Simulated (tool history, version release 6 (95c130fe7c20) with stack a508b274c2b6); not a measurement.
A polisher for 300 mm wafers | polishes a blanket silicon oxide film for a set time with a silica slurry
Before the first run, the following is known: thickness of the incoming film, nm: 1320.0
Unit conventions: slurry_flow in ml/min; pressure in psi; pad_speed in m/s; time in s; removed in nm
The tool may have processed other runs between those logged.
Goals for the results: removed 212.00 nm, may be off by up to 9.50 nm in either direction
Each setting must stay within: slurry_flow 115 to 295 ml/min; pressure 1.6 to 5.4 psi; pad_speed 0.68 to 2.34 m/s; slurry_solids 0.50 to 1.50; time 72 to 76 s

run,hour,slurry_flow,pressure,pad_speed,slurry_solids,time,removed
1,0.0,190,3.5,1.50,1.00,72,295.61
2,0.5,190,3.5,1.50,1.00,76,313.30
3,2.6,190,3.3,1.50,1.00,76,296.13
4,6.4,190,3.7,1.50,1.00,76,334.71
5,12.1,190,3.5,1.50,1.00,76,313.95
6,16.6,190,3.5,1.50,1.00,76,313.47
7,20.5,190,3.3,1.50,1.00,76,290.39
8,27.3,190,3.2,1.50,1.00,76,286.33
9,33.8,190,3.1,1.50,1.00,76,278.52
10,41.1,190,3.0,1.50,1.00,76,266.00
11,44.3,190,2.9,1.50,1.00,76,257.79
12,46.5,190,2.8,1.50,1.00,76,250.66
13,51.6,190,2.7,1.50,1.00,76,246.15
14,54.9,190,2.6,1.50,1.00,76,232.59

Of the 4 settings listed for the next run, only one would bring every result within its allowed miss of target. Which one?
A,58.2,175,2.7,1.74,1.15,72,?
B,58.2,150,2.8,1.26,1.00,75,?
C,58.2,265,2.9,1.54,1.10,72,?
D,58.2,170,2.7,2.32,0.60,74,?

move,removed
A,273.35
B,211.85
C,272.97
D,268.81
A: misses by more than the last run did
B: every result within its allowed miss
C: misses by more than the last run did
D: misses by more than the last run did
Go with B: it meets all targets.

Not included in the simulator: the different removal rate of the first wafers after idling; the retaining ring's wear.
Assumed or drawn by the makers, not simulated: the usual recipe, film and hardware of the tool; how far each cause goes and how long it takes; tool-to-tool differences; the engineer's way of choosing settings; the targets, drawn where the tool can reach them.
